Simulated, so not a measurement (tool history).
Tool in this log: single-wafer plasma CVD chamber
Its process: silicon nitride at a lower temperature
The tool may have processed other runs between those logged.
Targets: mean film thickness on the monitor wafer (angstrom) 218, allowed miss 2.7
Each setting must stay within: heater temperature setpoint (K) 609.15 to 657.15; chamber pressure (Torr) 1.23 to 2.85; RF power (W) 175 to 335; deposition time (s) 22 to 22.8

run	hour	heater temperature setpoint (K)	chamber pressure (Torr)	RF power (W)	deposition time (s)	mean film thickness on the monitor wafer (angstrom)
1	0	633.15	2.04	255	22	236.21
2	6.4	633.15	2.04	255	22.8	245.59
3	7.6	637.15	2.04	255	22.8	245.65
4	8.6	637.15	1.95	255	22.8	243.82
5	17.5	637.15	1.95	230	22.8	224.37
6	18.1	637.15	1.92	230	22.8	223.07
7	20.1	637.15	1.9	230	22.8	222.81
8	21.2	637.15	1.88	230	22.8	222.53
9	27.4	637.15	1.86	230	22.8	221.93
10	31.1	637.15	1.84	230	22.8	221.62

Pick the move, out of 4, that brings all results within their allowed miss; only one does.
A	34.8	639.15	1.61	230	22.8	?
B	34.8	644.15	1.88	240	22.6	?
C	34.8	640.15	1.77	235	22.8	?
D	34.8	630.15	1.56	245	22.4	?

move	mean film thickness on the monitor wafer (angstrom)
A	217.02
B	227.66
C	224.07
D	224.47
A: in spec on every target
B: the biggest miss grows against the last run
C: the biggest miss grows against the last run
D: the biggest miss grows against the last run
The move that meets every target is A.

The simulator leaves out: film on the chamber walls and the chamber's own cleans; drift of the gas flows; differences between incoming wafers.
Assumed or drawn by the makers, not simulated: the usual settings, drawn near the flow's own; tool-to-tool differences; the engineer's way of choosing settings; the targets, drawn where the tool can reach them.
